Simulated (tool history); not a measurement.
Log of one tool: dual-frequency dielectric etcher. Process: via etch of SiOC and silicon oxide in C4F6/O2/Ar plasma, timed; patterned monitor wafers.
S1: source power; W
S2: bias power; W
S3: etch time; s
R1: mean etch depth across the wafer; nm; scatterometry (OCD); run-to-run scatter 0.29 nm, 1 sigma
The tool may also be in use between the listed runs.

| run | hour | S1 | S2 | S3 | R1 |
|---|---|---|---|---|---|
| 1 | 0.0 | 480 | 194 | 94.5 | 113.07 |
| 2 | 5.7 | 520 | 194 | 94.5 | 115.80 |
| 3 | 10.2 | 520 | 208 | 94.5 | 119.59 |
| 4 | 15.3 | 550 | 208 | 94.5 | 121.64 |
| 5 | 23.3 | 550 | 208 | 94.5 | 121.06 |
| 6 | 31.3 | 550 | 182 | 94.5 | 115.93 |
| 7 | 39.0 | 550 | 182 | 94.5 | 116.09 |
| 8 | 46.8 | 520 | 180 | 94.5 | 113.47 |

Run 9, settings as shown, results not yet in. Your forecast:
| 9 | 52.3 | 420 | 167 | 94.5 | ? |

{"run 9": {"R1": 102.02}}
